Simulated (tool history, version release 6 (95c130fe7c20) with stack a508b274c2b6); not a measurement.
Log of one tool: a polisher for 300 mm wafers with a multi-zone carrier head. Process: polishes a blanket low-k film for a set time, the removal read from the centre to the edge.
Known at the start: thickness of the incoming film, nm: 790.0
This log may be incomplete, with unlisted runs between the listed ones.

run  hour  flow of slurry (ml/min)  pressure of the head's centre zone  pressure of the head's middle zone  pressure of the head's edge zone  abrasive content of the slurry  polishing time (s)  film removed at the wafer's centre (nm)  film removed at mid-radius (nm)  film removed at the wafer's edge (nm)
  1   0.0                      190                                1.00                                1.00                              1.00                             1.0                  71                                   22.465                           21.417                                 22.566
  2   6.8                      190                                0.99                                1.02                              0.96                             0.9                  71                                   21.170                           21.196                                 21.278
  3   8.1                      190                                0.99                                1.02                              0.96                             1.0                  71                                   22.455                           22.114                                 22.027
  4  11.4                      160                                0.99                                1.02                              0.96                             1.0                  71                                   21.989                           21.511                                 21.713
  5  20.3                      160                                0.99                                1.02                              0.96                             1.0                  59                                   18.220                           18.310                                 18.173
  6  24.5                      155                                0.98                                1.03                              0.94                             1.0                  59                                   17.967                           18.590                                 17.712

Expected results for the next run?
  7  26.0                      150                                0.97                                1.03                              0.93                             1.0                  59                                        ?                                ?                                      ?

Run 7 gave film removed at the wafer's centre (nm) 17.967, film removed at mid-radius (nm) 18.493, film removed at the wafer's edge (nm) 17.984.
